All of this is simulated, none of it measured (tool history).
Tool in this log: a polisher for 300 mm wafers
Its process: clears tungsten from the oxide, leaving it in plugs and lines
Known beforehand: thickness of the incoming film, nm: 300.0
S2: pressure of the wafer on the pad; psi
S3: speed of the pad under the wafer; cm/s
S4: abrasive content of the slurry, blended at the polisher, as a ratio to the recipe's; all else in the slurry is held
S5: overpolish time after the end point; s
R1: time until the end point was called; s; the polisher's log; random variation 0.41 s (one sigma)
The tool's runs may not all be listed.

{"run": 1, "hour": 0.0, "flow of slurry (ml/min)": 255, "S2": 3.2, "S3": 132, "S4": 1, "S5": 39, "R1": 52.105}
{"run": 2, "hour": 2.2, "flow of slurry (ml/min)": 255, "S2": 2.7, "S3": 132, "S4": 1, "S5": 39, "R1": 59.711}
{"run": 3, "hour": 8.8, "flow of slurry (ml/min)": 255, "S2": 3, "S3": 132, "S4": 1, "S5": 39, "R1": 54.074}
{"run": 4, "hour": 10.0, "flow of slurry (ml/min)": 255, "S2": 3.2, "S3": 132, "S4": 1, "S5": 39, "R1": 51.258}
{"run": 5, "hour": 14.6, "flow of slurry (ml/min)": 255, "S2": 3.4, "S3": 132, "S4": 1, "S5": 39, "R1": 49.895}
{"run": 6, "hour": 22.0, "flow of slurry (ml/min)": 255, "S2": 3.4, "S3": 132, "S4": 1, "S5": 39, "R1": 49.801}
{"run": 7, "hour": 23.7, "flow of slurry (ml/min)": 255, "S2": 3.6, "S3": 132, "S4": 1, "S5": 39, "R1": 47.333}
{"run": 8, "hour": 30.2, "flow of slurry (ml/min)": 255, "S2": 3.8, "S3": 132, "S4": 1, "S5": 39, "R1": 44.726}
{"run": 9, "hour": 37.2, "flow of slurry (ml/min)": 255, "S2": 4, "S3": 132, "S4": 1, "S5": 39, "R1": 43.694}
{"run": 10, "hour": 40.1, "flow of slurry (ml/min)": 255, "S2": 4.1, "S3": 132, "S4": 1, "S5": 39, "R1": 42.525}
{"run": 11, "hour": 46.4, "flow of slurry (ml/min)": 255, "S2": 4.2, "S3": 132, "S4": 1, "S5": 39, "R1": 40.759}
{"run": 12, "hour": 54.5, "flow of slurry (ml/min)": 255, "S2": 4.3, "S3": 132, "S4": 1, "S5": 39, "R1": 41.033}
{"run": 13, "hour": 62.4, "flow of slurry (ml/min)": 255, "S2": 4.4, "S3": 134, "S4": 1, "S5": 39, "R1": 38.802}
{"run": 14, "hour": 68.3, "flow of slurry (ml/min)": 255, "S2": 4.5, "S3": 134, "S4": 1, "S5": 39, "R1": 38.517}

Run 15 is up next; what results do you expect?
{"run": 15, "hour": 69.6, "flow of slurry (ml/min)": 255, "S2": 4.6, "S3": 134, "S4": 1, "S5": 39, "R1": "?"}

Run 15 measured R1 37.705 s.
